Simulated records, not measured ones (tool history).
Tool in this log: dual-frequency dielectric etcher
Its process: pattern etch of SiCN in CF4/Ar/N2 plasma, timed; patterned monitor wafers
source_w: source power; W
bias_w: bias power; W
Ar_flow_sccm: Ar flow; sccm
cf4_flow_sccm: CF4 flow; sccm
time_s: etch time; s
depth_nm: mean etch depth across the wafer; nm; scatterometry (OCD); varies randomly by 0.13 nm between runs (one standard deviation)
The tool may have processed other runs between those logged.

run 1 day=0 | source_w=320 bias_w=57 Ar_flow_sccm=80 cf4_flow_sccm=44 time_s=71.5 | depth_nm=38.719
run 2 day=0.038 | source_w=300 bias_w=53 Ar_flow_sccm=82 cf4_flow_sccm=43 time_s=71.5 | depth_nm=35.228
run 3 day=0.192 | source_w=300 bias_w=53 Ar_flow_sccm=82 cf4_flow_sccm=43 time_s=65 | depth_nm=32.257
run 4 day=0.417 | source_w=280 bias_w=53 Ar_flow_sccm=82 cf4_flow_sccm=43 time_s=65 | depth_nm=29.441
run 5 day=0.442 | source_w=270 bias_w=53 Ar_flow_sccm=82 cf4_flow_sccm=43 time_s=65 | depth_nm=28.534
run 6 day=0.804 | source_w=260 bias_w=53 Ar_flow_sccm=82 cf4_flow_sccm=43 time_s=65 | depth_nm=27.308
run 7 day=1.075 | source_w=250 bias_w=53 Ar_flow_sccm=82 cf4_flow_sccm=43 time_s=65 | depth_nm=26.056
run 8 day=1.283 | source_w=230 bias_w=53 Ar_flow_sccm=82 cf4_flow_sccm=43 time_s=65 | depth_nm=24.156
run 9 day=1.646 | source_w=220 bias_w=53 Ar_flow_sccm=82 cf4_flow_sccm=43 time_s=65 | depth_nm=22.693

Expected results for the next run?
run 10 day=1.975 | source_w=220 bias_w=53 Ar_flow_sccm=82 cf4_flow_sccm=43 time_s=65 | depth_nm=?

{"run 10": {"depth_nm": 22.915}}
